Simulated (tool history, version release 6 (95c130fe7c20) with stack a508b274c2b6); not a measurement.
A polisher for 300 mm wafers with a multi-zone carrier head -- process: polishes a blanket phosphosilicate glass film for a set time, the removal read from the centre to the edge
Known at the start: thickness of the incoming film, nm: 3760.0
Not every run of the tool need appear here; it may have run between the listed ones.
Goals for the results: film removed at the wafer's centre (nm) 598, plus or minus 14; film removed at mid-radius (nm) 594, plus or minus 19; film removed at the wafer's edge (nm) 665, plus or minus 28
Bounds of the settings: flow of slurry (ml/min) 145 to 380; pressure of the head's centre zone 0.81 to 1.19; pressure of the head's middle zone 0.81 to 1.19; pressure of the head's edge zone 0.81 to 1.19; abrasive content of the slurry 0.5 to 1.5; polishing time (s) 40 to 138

run	hour	flow of slurry (ml/min)	pressure of the head's centre zone	pressure of the head's middle zone	pressure of the head's edge zone	abrasive content of the slurry	polishing time (s)	film removed at the wafer's centre (nm)	film removed at mid-radius (nm)	film removed at the wafer's edge (nm)
1	0	245	1	1	1	1	88	1170.1	1178.4	1155.2
2	4.4	245	1	1.08	1	1	88	1178.8	1243	1171.4
3	9.8	240	0.99	1.05	1	0.95	85	1085.7	1139	1087.4
4	15.5	235	0.98	1.02	1.01	0.9	83	1024.7	1078.5	1027.6
5	22.6	235	0.98	1.02	0.95	0.9	83	1019.6	1056.3	1006.5
6	24.5	235	0.98	0.94	0.95	0.9	83	1015.3	977.2	996.58
7	32.3	230	0.97	0.92	0.95	0.85	81	937.74	921.42	967.89
8	34.5	230	0.96	0.91	0.94	0.8	79	878.83	858.19	894
9	38.8	225	0.95	0.9	0.94	0.75	78	820.37	793.41	826.05
10	42.5	220	0.94	0.89	0.94	0.75	78	808.67	777.3	838.61
11	50.7	215	0.84	0.83	0.84	0.5	68	445.81	468.5	491.84
12	55.7	265	0.94	0.93	0.94	0.5	59	448.54	456.05	465.41
13	58.2	255	0.95	0.94	0.97	0.5	59	451.44	449.51	462.19
14	59	260	0.95	0.94	0.98	0.55	59	495.97	496.85	514.85
15	67.3	260	0.95	0.94	1	0.55	59	494.58	498.11	515.96
16	69.1	265	0.96	0.91	1.1	0.8	60	687.38	671.53	723.67

Pick the move, out of 5, that brings all results within their allowed miss; only one does.
A	70.9	265	1.01	0.93	1.08	0.75	70	?	?	?
B	70.9	280	0.93	0.9	1.14	0.9	50	?	?	?
C	70.9	230	0.87	0.88	1.15	0.75	63	?	?	?
D	70.9	285	1.06	1.01	1.05	0.65	60	?	?	?
E	70.9	230	0.92	0.9	1.06	0.8	67	?	?	?

move	film removed at the wafer's centre (nm)	film removed at mid-radius (nm)	film removed at the wafer's edge (nm)
A	807.58	750.87	814.21
B	600.27	590.12	674.69
C	612.57	634.2	746.5
D	660.92	626.29	623.13
E	719.75	717.36	795.59
A: the biggest miss grows against the last run
B: hits every target within its allowed miss
C: closes in on the targets versus the last run, not all within tolerance yet
D: closes in on the targets versus the last run, not all within tolerance yet
E: the biggest miss grows against the last run
Correct choice: B, which meets every target

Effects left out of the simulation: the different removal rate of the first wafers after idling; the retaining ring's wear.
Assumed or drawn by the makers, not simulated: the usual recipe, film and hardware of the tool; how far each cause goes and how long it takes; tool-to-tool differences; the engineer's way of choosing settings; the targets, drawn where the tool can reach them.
